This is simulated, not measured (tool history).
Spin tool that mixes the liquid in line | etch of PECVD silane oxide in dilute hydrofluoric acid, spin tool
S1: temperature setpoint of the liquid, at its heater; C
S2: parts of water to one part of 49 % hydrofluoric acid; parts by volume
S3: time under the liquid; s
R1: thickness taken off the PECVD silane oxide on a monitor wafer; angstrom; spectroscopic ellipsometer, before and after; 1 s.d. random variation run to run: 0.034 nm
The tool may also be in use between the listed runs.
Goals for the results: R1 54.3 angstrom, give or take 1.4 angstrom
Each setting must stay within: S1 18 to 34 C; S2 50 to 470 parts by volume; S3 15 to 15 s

{"run": 1, "hour": 0.0, "S1": 26, "S2": 260, "S3": 15, "R1": 21.461}
{"run": 2, "hour": 6.3, "S1": 28.5, "S2": 215, "S3": 15, "R1": 29.503}
{"run": 3, "hour": 9.6, "S1": 28.5, "S2": 170, "S3": 15, "R1": 39.887}
{"run": 4, "hour": 15.6, "S1": 30, "S2": 160, "S3": 15, "R1": 44.754}
{"run": 5, "hour": 21.3, "S1": 31, "S2": 160, "S3": 15, "R1": 46.408}
{"run": 6, "hour": 24.4, "S1": 31, "S2": 160, "S3": 15, "R1": 46.808}
{"run": 7, "hour": 27.8, "S1": 32, "S2": 160, "S3": 15, "R1": 49.097}
{"hour": 31.1, "done": "thermometer replaced"}
{"run": 8, "hour": 31.1, "S1": 32.5, "S2": 160, "S3": 15, "R1": 46.845}
{"run": 9, "hour": 36.0, "S1": 33, "S2": 155, "S3": 15, "R1": 49.886}
{"run": 10, "hour": 40.3, "S1": 34, "S2": 145, "S3": 15, "R1": 56.116}

Which single option among these 5 for the next run brings every result within its allowed miss of target? Just one does.
{"run": "A", "hour": 44.6, "S1": 32, "S2": 150, "S3": 15, "R1": "?"}
{"run": "B", "hour": 44.6, "S1": 33, "S2": 145, "S3": 15, "R1": "?"}
{"run": "C", "hour": 44.6, "S1": 34, "S2": 160, "S3": 15, "R1": "?"}
{"run": "D", "hour": 44.6, "S1": 34, "S2": 140, "S3": 15, "R1": "?"}
{"run": "E", "hour": 44.6, "S1": 34, "S2": 155, "S3": 15, "R1": "?"}

move=A R1=50.009
move=B R1=53.955
move=C R1=49.558
move=D R1=58.282
move=E R1=51.52
A: pushes the last run's worst result past its target
B: meets every target
C: pushes the last run's worst result past its target
D: moves away from the targets compared with the last run
E: pushes the last run's worst result past its target
B meets every target.

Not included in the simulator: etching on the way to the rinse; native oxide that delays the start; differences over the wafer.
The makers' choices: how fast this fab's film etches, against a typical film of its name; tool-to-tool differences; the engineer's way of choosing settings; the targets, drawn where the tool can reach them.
